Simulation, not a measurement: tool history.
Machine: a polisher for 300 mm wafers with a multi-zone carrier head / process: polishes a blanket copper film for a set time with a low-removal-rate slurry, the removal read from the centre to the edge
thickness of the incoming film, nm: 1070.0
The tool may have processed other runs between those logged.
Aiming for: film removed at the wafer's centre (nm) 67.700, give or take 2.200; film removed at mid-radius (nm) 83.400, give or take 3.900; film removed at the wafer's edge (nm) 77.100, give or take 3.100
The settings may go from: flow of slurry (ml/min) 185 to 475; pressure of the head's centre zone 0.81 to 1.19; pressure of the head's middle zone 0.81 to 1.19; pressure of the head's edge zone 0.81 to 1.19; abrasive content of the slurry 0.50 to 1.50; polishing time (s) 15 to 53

run  hour  flow of slurry (ml/min)  pressure of the head's centre zone  pressure of the head's middle zone  pressure of the head's edge zone  abrasive content of the slurry  polishing time (s)  film removed at the wafer's centre (nm)  film removed at mid-radius (nm)  film removed at the wafer's edge (nm)
  1   0.0                      305                                1.00                                1.00                              1.00                            1.00                  34                                   78.509                           78.867                                 77.478
  2   3.5                      305                                0.99                                1.01                              1.00                            1.00                  34                                   78.157                           76.622                                 80.575
  3   5.1                      305                                0.99                                1.01                              0.93                            1.00                  34                                   77.604                           78.824                                 74.216
  4   6.4                      305                                0.99                                1.01                              0.93                            1.00                  28                                   64.395                           65.627                                 63.307
  5   6.9                      305                                0.99                                1.01                              0.96                            1.00                  28                                   65.074                           64.618                                 63.705
  6  11.7                      305                                1.06                                1.01                              0.96                            1.00                  28                                   67.871                           65.072                                 63.410
  7  18.3                      310                                0.96                                1.11                              1.06                            1.25                  29                                   67.936                           73.159                                 72.237
  8  26.3                      310                                0.95                                1.12                              1.06                            1.25                  29                                   66.304                           74.724                                 72.433
  9  34.0                      310                                0.95                                1.13                              1.06                            1.25                  29                                   67.730                           74.554                                 73.842
 10  40.4                      310                                0.94                                1.14                              1.05                            1.25                  29                                   66.841                           74.694                                 71.791

Exercise: of the 5 proposed moves below, exactly one satisfies all targets within the stated allowed misses. Which move is it?
  A  46.8                      340                                1.02                                1.12                              0.96                            1.30                  28                                        ?                                ?                                      ?
  B  46.8                      335                                0.89                                1.19                              1.09                            1.45                  30                                        ?                                ?                                      ?
  C  46.8                      275                                1.04                                1.05                              1.07                            1.05                  29                                        ?                                ?                                      ?
  D  46.8                      290                                0.93                                0.81                              1.19                            1.30                  30                                        ?                                ?                                      ?
  E  46.8                      355                                1.05                                1.05                              1.05                            1.15                  26                                        ?                                ?                                      ?

move  film removed at the wafer's centre (nm)  film removed at mid-radius (nm)  film removed at the wafer's edge (nm)
   A                                   70.197                           73.913                                 66.976
   B                                   66.990                           83.992                                 77.988
   C                                   69.219                           68.958                                 68.859
   D                                   67.205                           64.975                                 79.111
   E                                   65.705                           64.647                                 63.565
A: the biggest miss grows against the last run
B: meets every target
C: the biggest miss grows against the last run
D: the biggest miss grows against the last run
E: the biggest miss grows against the last run
The right move is B.
